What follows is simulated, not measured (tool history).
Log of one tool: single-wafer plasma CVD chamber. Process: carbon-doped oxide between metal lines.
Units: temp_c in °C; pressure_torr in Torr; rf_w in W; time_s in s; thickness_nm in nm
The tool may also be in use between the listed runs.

| run | hour | temp_c | pressure_torr | rf_w | time_s | thickness_nm |
|---|---|---|---|---|---|---|
| 1 | 0.0 | 360 | 6.80 | 460 | 18.0 | 84.167 |
| 2 | 8.7 | 350 | 6.80 | 460 | 18.0 | 86.816 |
| 3 | 9.5 | 346 | 6.80 | 460 | 18.0 | 88.104 |
| 4 | 14.3 | 346 | 5.83 | 460 | 18.0 | 86.641 |
| 5 | 18.7 | 346 | 5.83 | 460 | 18.6 | 90.180 |
| 6 | 23.3 | 350 | 5.51 | 410 | 18.4 | 79.850 |
| 7 | 32.3 | 354 | 5.15 | 385 | 18.4 | 74.893 |

Run 8 comes next. What will it give?
| 8 | 39.5 | 358 | 4.83 | 370 | 18.4 | ? |

Run 8 gave thickness_nm 72.122 nm.
